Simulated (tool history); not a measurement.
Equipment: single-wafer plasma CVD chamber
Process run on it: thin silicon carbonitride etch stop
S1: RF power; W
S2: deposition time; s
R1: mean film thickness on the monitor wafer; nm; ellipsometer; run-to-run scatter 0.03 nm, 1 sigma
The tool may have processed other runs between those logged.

Run 1, day 0: S1 165 W, S2 20.3 s. Result: R1 11.458 nm.
Run 2, day 0.346: S1 185 W, S2 20.3 s. Result: R1 11.92 nm.
Run 3, day 0.508: S1 175 W, S2 19.5 s. Result: R1 11.266 nm.
Run 4, day 0.592: S1 165 W, S2 18.9 s. Result: R1 10.676 nm.
Run 5, day 0.767: S1 160 W, S2 18.5 s. Result: R1 10.322 nm.
Run 6, day 0.812: S1 140 W, S2 18.5 s. Result: R1 9.8846 nm.
Run 7, day 1.083: S1 135 W, S2 18.3 s. Result: R1 9.7703 nm.

Run 8 is up next; what results do you expect?
Run 8, day 1.429: S1 130 W, S2 18.1 s. Result: R1 ?.

Run 8 yielded R1 9.502 nm.
